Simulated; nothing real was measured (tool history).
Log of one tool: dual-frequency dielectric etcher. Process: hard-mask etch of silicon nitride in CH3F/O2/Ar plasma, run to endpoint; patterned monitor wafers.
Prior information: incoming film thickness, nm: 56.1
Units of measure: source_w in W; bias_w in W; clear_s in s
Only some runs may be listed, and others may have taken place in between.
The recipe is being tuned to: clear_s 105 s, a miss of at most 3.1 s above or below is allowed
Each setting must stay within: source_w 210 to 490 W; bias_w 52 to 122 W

run	day	source_w	bias_w	clear_s
1	0	350	87	76.759
2	0.254	350	74	85.373
3	0.583	350	88	76.395
4	0.867	300	88	83.91
# day 0.946: wet clean of the chamber
5	0.946	300	102	80.126
6	1.133	270	92	91.271
7	1.275	210	83	122.92
8	1.479	270	84	95.074
9	1.554	260	84	98.377
10	1.817	250	84	101.79
11	1.938	230	83	111.56

Which one of the following 4 next-run settings gets every result inside its allowed miss? There is exactly one.
A	2.058	270	63	?
B	2.058	220	77	?
C	2.058	230	74	?
D	2.058	230	91	?

move	clear_s
A	116.6
B	122.87
C	119.43
D	105.25
A: misses by more than the last run did
B: misses by more than the last run did
C: misses by more than the last run did
D: meets every target
D is the move that brings every result within its allowed miss.
